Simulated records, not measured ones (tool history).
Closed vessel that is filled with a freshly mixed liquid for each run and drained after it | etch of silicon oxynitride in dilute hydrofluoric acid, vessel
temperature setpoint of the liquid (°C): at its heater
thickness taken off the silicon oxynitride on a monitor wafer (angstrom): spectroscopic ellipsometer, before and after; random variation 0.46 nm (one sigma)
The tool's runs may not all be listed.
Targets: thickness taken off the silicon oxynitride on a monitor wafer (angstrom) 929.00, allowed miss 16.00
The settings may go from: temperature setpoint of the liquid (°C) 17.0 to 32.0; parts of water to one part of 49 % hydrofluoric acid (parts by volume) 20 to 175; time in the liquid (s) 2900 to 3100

run,day,temperature setpoint of the liquid (°C),parts of water to one part of 49 % hydrofluoric acid (parts by volume),time in the liquid (s),thickness taken off the silicon oxynitride on a monitor wafer (angstrom)
1,0.000,24.0,95,2900,471.09
2,0.046,24.0,120,2900,360.81
3,0.071,26.0,110,2900,436.62
4,0.250,27.5,100,2900,522.31
5,0.504,28.5,90,2900,612.03
6,0.638,30.5,90,2900,669.26
7,0.921,31.0,85,2900,720.29
8,1.100,31.0,80,2900,770.07
# day 1.462: thermometer replaced
9,1.462,31.0,75,2900,760.68
10,1.671,31.0,70,2900,817.90

Which of these 4 next moves meets every target?
A,1.879,32.0,70,3100,?
B,1.879,31.5,85,2955,?
C,1.879,28.0,55,3050,?
D,1.879,32.0,65,3100,?

move,thickness taken off the silicon oxynitride on a monitor wafer (angstrom)
A,918.37
B,693.35
C,971.37
D,994.55
A: meets every target
B: further off than the last run
C: takes the result that was furthest off past its target
D: takes the result that was furthest off past its target
Answer: A
